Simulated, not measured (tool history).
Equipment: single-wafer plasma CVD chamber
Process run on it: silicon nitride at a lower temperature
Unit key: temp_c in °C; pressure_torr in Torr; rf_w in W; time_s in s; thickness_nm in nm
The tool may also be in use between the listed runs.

run 1 hour=0 | temp_c=350 pressure_torr=1.99 rf_w=235 time_s=17.5 | thickness_nm=19.49
run 2 hour=7.8 | temp_c=350 pressure_torr=1.94 rf_w=235 time_s=17.5 | thickness_nm=19.285
run 3 hour=8.6 | temp_c=350 pressure_torr=1.89 rf_w=235 time_s=17.5 | thickness_nm=19.211
run 4 hour=17.4 | temp_c=350 pressure_torr=1.85 rf_w=235 time_s=17.5 | thickness_nm=19.059
run 5 hour=25.7 | temp_c=350 pressure_torr=1.81 rf_w=235 time_s=17.5 | thickness_nm=18.761
-- hour=26.2 thermocouple changed; heater temperature recalibrated
run 6 hour=26.2 | temp_c=350 pressure_torr=1.77 rf_w=235 time_s=17.5 | thickness_nm=18.765
run 7 hour=29.8 | temp_c=350 pressure_torr=1.73 rf_w=235 time_s=17.5 | thickness_nm=18.617
run 8 hour=35.7 | temp_c=350 pressure_torr=1.36 rf_w=220 time_s=17.4 | thickness_nm=16.198
run 9 hour=42.1 | temp_c=350 pressure_torr=1.38 rf_w=220 time_s=17.4 | thickness_nm=16.183
run 10 hour=50 | temp_c=350 pressure_torr=1.66 rf_w=230 time_s=17.5 | thickness_nm=18.079
run 11 hour=53.7 | temp_c=350 pressure_torr=1.64 rf_w=230 time_s=17.5 | thickness_nm=18.043
run 12 hour=60.3 | temp_c=350 pressure_torr=1.62 rf_w=230 time_s=17.5 | thickness_nm=17.92
run 13 hour=61.6 | temp_c=350 pressure_torr=1.6 rf_w=230 time_s=17.5 | thickness_nm=17.789
run 14 hour=65.7 | temp_c=350 pressure_torr=1.6 rf_w=230 time_s=17.5 | thickness_nm=17.911

What will run 15 give?
run 15 hour=68.2 | temp_c=350 pressure_torr=1.41 rf_w=225 time_s=17.5 | thickness_nm=?

Run 15 gave thickness_nm 16.754 nm.
